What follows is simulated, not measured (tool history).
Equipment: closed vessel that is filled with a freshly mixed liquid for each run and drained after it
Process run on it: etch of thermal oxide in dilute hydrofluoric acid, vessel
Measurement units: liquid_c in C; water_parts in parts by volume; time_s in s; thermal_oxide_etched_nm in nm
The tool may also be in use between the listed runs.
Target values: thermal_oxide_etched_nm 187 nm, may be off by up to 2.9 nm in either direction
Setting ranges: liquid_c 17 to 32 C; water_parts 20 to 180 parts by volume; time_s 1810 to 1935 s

Run 1, hour 0: liquid_c 24 C, water_parts 100 parts by volume, time_s 1810 s. Result: thermal_oxide_etched_nm 95.496 nm.
Run 2, hour 1.8: liquid_c 24 C, water_parts 80 parts by volume, time_s 1810 s. Result: thermal_oxide_etched_nm 121.07 nm.
Run 3, hour 4.6: liquid_c 26 C, water_parts 80 parts by volume, time_s 1810 s. Result: thermal_oxide_etched_nm 131.23 nm.
Run 4, hour 13.3: liquid_c 26 C, water_parts 80 parts by volume, time_s 1810 s. Result: thermal_oxide_etched_nm 132.49 nm.
Run 5, hour 17.5: liquid_c 26 C, water_parts 80 parts by volume, time_s 1810 s. Result: thermal_oxide_etched_nm 131.43 nm.
Run 6, hour 22: liquid_c 26 C, water_parts 80 parts by volume, time_s 1935 s. Result: thermal_oxide_etched_nm 140.73 nm.
Run 7, hour 24.4: liquid_c 27 C, water_parts 80 parts by volume, time_s 1935 s. Result: thermal_oxide_etched_nm 146.59 nm.
Run 8, hour 26.3: liquid_c 28 C, water_parts 80 parts by volume, time_s 1935 s. Result: thermal_oxide_etched_nm 153.88 nm.
Run 9, hour 28.4: liquid_c 29 C, water_parts 80 parts by volume, time_s 1935 s. Result: thermal_oxide_etched_nm 157.9 nm.
Run 10, hour 31.7: liquid_c 29.5 C, water_parts 80 parts by volume, time_s 1935 s. Result: thermal_oxide_etched_nm 160 nm.
Run 11, hour 35.4: liquid_c 30 C, water_parts 80 parts by volume, time_s 1935 s. Result: thermal_oxide_etched_nm 165.11 nm.
Run 12, hour 37: liquid_c 32 C, water_parts 75 parts by volume, time_s 1935 s. Result: thermal_oxide_etched_nm 190.48 nm.

Exactly one of the 5 candidate moves below puts every result within its allowed miss. Which one?
Run A, hour 38.6: liquid_c 29 C, water_parts 65 parts by volume, time_s 1825 s. Result: thermal_oxide_etched_nm ?.
Run B, hour 38.6: liquid_c 31.5 C, water_parts 70 parts by volume, time_s 1835 s. Result: thermal_oxide_etched_nm ?.
Run C, hour 38.6: liquid_c 30.5 C, water_parts 70 parts by volume, time_s 1920 s. Result: thermal_oxide_etched_nm ?.
Run D, hour 38.6: liquid_c 30.5 C, water_parts 70 parts by volume, time_s 1930 s. Result: thermal_oxide_etched_nm ?.
Run E, hour 38.6: liquid_c 30.5 C, water_parts 70 parts by volume, time_s 1915 s. Result: thermal_oxide_etched_nm ?.

move  thermal_oxide_etched_nm
   A                   187.58
   B                      191
   C                   192.49
   D                   193.49
   E                   191.99
A: all results land within tolerance of their targets
B: its largest miss is bigger than the last run's
C: its largest miss is bigger than the last run's
D: its largest miss is bigger than the last run's
E: its largest miss is bigger than the last run's
Move A is the one to make.

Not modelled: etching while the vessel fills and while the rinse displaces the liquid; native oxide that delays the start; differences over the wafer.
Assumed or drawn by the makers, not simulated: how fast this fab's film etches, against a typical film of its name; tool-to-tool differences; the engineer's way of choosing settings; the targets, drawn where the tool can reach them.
